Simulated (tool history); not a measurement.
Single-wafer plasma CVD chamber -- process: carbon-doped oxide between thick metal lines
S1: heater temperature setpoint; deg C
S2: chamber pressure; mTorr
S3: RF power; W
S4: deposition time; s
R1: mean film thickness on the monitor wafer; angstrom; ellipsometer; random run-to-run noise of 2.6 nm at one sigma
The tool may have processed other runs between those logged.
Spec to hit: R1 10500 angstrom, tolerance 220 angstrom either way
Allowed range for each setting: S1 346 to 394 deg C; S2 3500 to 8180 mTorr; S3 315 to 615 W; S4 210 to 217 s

run 1 hour=0 | S1=370 S2=5840 S3=465 S4=210 | R1=9424.7
run 2 hour=3.4 | S1=360 S2=5840 S3=465 S4=210 | R1=9570.2
run 3 hour=10.7 | S1=360 S2=5840 S3=405 S4=210 | R1=8710.5
run 4 hour=15 | S1=360 S2=5840 S3=355 S4=210 | R1=7893
run 5 hour=17.9 | S1=360 S2=5980 S3=385 S4=211 | R1=8473.9
run 6 hour=21.1 | S1=360 S2=6740 S3=385 S4=211 | R1=8562.2
run 7 hour=29 | S1=360 S2=6740 S3=385 S4=211 | R1=8621.8
run 8 hour=33.8 | S1=360 S2=6740 S3=385 S4=211 | R1=8639
run 9 hour=41.2 | S1=360 S2=6910 S3=405 S4=211 | R1=8947.8
run 10 hour=46.9 | S1=360 S2=7040 S3=420 S4=211 | R1=9203.6
run 11 hour=52.6 | S1=360 S2=7160 S3=435 S4=211 | R1=9467.1
run 12 hour=53.3 | S1=360 S2=7270 S3=445 S4=211 | R1=9654.5
run 13 hour=54.4 | S1=360 S2=7370 S3=455 S4=211 | R1=9782.4
run 14 hour=60.2 | S1=360 S2=7440 S3=460 S4=211 | R1=9864
run 15 hour=62.7 | S1=360 S2=7500 S3=465 S4=211 | R1=9899.7
run 16 hour=67.4 | S1=360 S2=7500 S3=465 S4=211 | R1=9939.8
run 17 hour=71.2 | S1=360 S2=7560 S3=470 S4=211 | R1=10005
run 18 hour=80.2 | S1=360 S2=7610 S3=475 S4=211 | R1=10098
run 19 hour=86.7 | S1=360 S2=7660 S3=480 S4=211 | R1=10145
run 20 hour=89.3 | S1=360 S2=7700 S3=485 S4=211 | R1=10241

Of the 4 settings listed for the next run, only one would bring every result within its allowed miss of target. Which one?
run A hour=91.9 | S1=364 S2=7930 S3=495 S4=217 | R1=?
run B hour=91.9 | S1=372 S2=7450 S3=545 S4=217 | R1=?
run C hour=91.9 | S1=357 S2=7920 S3=520 S4=217 | R1=?
run D hour=91.9 | S1=366 S2=7030 S3=455 S4=212 | R1=?

move=A R1=10593
move=B R1=11000
move=C R1=11073
move=D R1=9676.8
A: hits every target within its allowed miss
B: takes the result that was furthest off past its target
C: takes the result that was furthest off past its target
D: the biggest miss grows against the last run
Answer: A
